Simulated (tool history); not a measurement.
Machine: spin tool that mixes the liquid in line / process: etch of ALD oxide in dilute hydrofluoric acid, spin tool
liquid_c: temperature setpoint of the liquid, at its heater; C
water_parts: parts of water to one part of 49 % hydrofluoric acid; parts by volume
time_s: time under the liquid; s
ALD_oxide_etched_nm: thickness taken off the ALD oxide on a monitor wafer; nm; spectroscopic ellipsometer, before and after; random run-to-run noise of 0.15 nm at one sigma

run,hour,liquid_c,water_parts,time_s,ALD_oxide_etched_nm
1,0,24,140,35,7.7399
2,5.4,24,140,35,7.857
3,6.7,24,140,25,5.544
4,10.2,26,110,30,9.5423
5,16.1,26,110,35,11.118
6,17.2,27.5,100,35,13.344
7,24.9,27.5,100,35,13.174

What does the tool deliver on the next run?
8,32.6,28.5,90,35,?

{"run 8": {"ALD_oxide_etched_nm": 15.321}}

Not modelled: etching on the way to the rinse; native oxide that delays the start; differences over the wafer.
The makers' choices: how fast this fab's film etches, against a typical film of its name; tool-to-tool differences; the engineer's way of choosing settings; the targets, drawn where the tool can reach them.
